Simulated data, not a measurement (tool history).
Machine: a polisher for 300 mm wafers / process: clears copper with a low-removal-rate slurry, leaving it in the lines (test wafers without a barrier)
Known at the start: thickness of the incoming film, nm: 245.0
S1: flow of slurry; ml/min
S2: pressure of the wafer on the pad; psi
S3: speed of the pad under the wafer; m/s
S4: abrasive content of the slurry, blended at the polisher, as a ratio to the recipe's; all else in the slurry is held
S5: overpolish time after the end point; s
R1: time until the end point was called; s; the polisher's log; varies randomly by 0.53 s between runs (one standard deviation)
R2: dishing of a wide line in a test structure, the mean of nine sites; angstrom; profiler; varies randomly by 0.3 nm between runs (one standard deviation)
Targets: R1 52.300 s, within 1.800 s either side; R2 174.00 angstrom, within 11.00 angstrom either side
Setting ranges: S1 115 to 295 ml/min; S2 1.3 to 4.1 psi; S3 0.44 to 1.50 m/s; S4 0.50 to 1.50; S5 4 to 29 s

| run | hour | S1 | S2 | S3 | S4 | S5 | R1 | R2 |
|---|---|---|---|---|---|---|---|---|
| 1 | 0.0 | 190 | 2.7 | 0.96 | 1.00 | 15 | 85.156 | 296.32 |
| 2 | 8.0 | 195 | 2.9 | 0.98 | 1.00 | 13 | 76.689 | 278.78 |
| 3 | 10.7 | 215 | 3.1 | 0.96 | 0.95 | 11 | 74.082 | 257.19 |
| 4 | 18.1 | 220 | 3.2 | 0.96 | 1.00 | 10 | 70.664 | 244.39 |
| 5 | 19.6 | 235 | 3.3 | 0.94 | 1.10 | 9 | 67.966 | 232.92 |
| 6 | 20.4 | 235 | 3.3 | 0.94 | 1.30 | 9 | 67.145 | 233.16 |
| 7 | 26.0 | 245 | 3.4 | 0.92 | 1.35 | 8 | 65.092 | 208.85 |
| 8 | 34.9 | 255 | 3.5 | 0.92 | 1.40 | 7 | 63.768 | 195.48 |
| 9 | 36.8 | 260 | 3.6 | 0.92 | 1.40 | 6 | 60.120 | 182.43 |
| 10 | 37.7 | 260 | 3.7 | 0.92 | 1.40 | 6 | 59.540 | 184.98 |
| 11 | 43.4 | 260 | 3.8 | 0.92 | 1.40 | 6 | 57.504 | 190.18 |
| 12 | 49.1 | 265 | 4.0 | 0.94 | 1.40 | 4 | 52.902 | 138.97 |

Which one of the following 4 next-run settings gets every result inside its allowed miss? There is exactly one.
| A | 54.8 | 280 | 3.9 | 0.92 | 1.45 | 6 | ? | ? |
| B | 54.8 | 280 | 4.1 | 0.92 | 1.50 | 6 | ? | ? |
| C | 54.8 | 290 | 3.9 | 0.96 | 1.45 | 5 | ? | ? |
| D | 54.8 | 240 | 3.8 | 1.02 | 1.45 | 6 | ? | ? |

| move | R1 | R2 |
|---|---|---|
| A | 55.275 | 190.77 |
| B | 52.293 | 200.57 |
| C | 52.868 | 168.55 |
| D | 52.108 | 200.95 |
A: the result that was furthest off in the last run now lies on the other side of its target
B: the result that was furthest off in the last run now lies on the other side of its target
C: every result within its allowed miss
D: the result that was furthest off in the last run now lies on the other side of its target
The right move is C.
